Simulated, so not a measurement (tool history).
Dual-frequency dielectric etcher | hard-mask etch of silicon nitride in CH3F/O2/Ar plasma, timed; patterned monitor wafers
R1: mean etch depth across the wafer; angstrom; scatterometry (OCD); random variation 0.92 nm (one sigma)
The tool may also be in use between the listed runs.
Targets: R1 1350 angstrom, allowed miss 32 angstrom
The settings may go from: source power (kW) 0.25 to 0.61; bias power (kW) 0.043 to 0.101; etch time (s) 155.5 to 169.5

run 1 hour=0 | source_power_(kW)=0.43 bias_power_(kW)=0.072 etch_time_(s)=169.5 | R1=1198.7
run 2 hour=8.8 | source_power_(kW)=0.49 bias_power_(kW)=0.072 etch_time_(s)=169.5 | R1=1217.4
run 3 hour=14.9 | source_power_(kW)=0.49 bias_power_(kW)=0.08 etch_time_(s)=169.5 | R1=1282.7
run 4 hour=18.1 | source_power_(kW)=0.49 bias_power_(kW)=0.08 etch_time_(s)=169.5 | R1=1285
run 5 hour=19.5 | source_power_(kW)=0.49 bias_power_(kW)=0.074 etch_time_(s)=169.5 | R1=1254.4
-- hour=27 bias power generator calibrated
run 6 hour=27 | source_power_(kW)=0.49 bias_power_(kW)=0.074 etch_time_(s)=155.5 | R1=1148.1
run 7 hour=29.8 | source_power_(kW)=0.49 bias_power_(kW)=0.074 etch_time_(s)=155.5 | R1=1154.7
run 8 hour=34 | source_power_(kW)=0.5 bias_power_(kW)=0.079 etch_time_(s)=157 | R1=1199.4
run 9 hour=39.7 | source_power_(kW)=0.51 bias_power_(kW)=0.083 etch_time_(s)=158 | R1=1229.1

5 next moves are on the table. One of them brings every result within its allowed miss. Which?
run A hour=45.4 | source_power_(kW)=0.48 bias_power_(kW)=0.068 etch_time_(s)=164.5 | R1=?
run B hour=45.4 | source_power_(kW)=0.46 bias_power_(kW)=0.081 etch_time_(s)=157.5 | R1=?
run C hour=45.4 | source_power_(kW)=0.51 bias_power_(kW)=0.088 etch_time_(s)=169.5 | R1=?
run D hour=45.4 | source_power_(kW)=0.47 bias_power_(kW)=0.075 etch_time_(s)=164 | R1=?
run E hour=45.4 | source_power_(kW)=0.42 bias_power_(kW)=0.08 etch_time_(s)=155.5 | R1=?

move=A R1=1169.8
move=B R1=1189.1
move=C R1=1362.5
move=D R1=1206.8
move=E R1=1139.8
A: further off than the last run
B: further off than the last run
C: meets every target
D: further off than the last run
E: further off than the last run
Move C is the one to make.
